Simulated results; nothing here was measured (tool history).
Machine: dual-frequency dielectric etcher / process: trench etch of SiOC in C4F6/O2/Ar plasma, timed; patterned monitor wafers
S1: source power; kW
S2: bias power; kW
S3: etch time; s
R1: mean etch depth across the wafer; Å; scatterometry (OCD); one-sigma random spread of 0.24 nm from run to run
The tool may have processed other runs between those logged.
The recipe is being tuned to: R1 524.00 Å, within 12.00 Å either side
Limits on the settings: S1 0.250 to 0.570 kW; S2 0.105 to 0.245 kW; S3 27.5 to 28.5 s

run	hour	S1	S2	S3	R1
1	0.0	0.410	0.175	27.5	598.35
2	8.9	0.440	0.175	27.5	614.31
3	11.4	0.410	0.175	27.5	604.49
4	20.1	0.370	0.175	27.5	574.60
5	20.7	0.420	0.175	27.5	602.73
6	26.3	0.410	0.173	27.5	594.40
7	29.7	0.400	0.172	27.5	589.17
8	31.2	0.390	0.171	27.5	585.54
9	38.3	0.380	0.169	27.5	578.24
10	39.1	0.370	0.167	27.5	563.58
11	43.5	0.360	0.166	27.5	557.06
12	50.4	0.360	0.166	27.5	557.66
13	51.1	0.300	0.158	27.5	506.15

Below are 4 possible settings for the next run. Only one of them brings all results inside the allowed miss of their targets. Which is it?
A	51.8	0.340	0.132	27.5	?
B	51.8	0.250	0.156	28.5	?
C	51.8	0.250	0.162	27.5	?
D	51.8	0.290	0.160	28.5	?

move	R1
A	496.17
B	484.57
C	474.83
D	520.30
A: misses by more than the last run did
B: misses by more than the last run did
C: misses by more than the last run did
D: every result within its allowed miss
The move that meets every target is D.
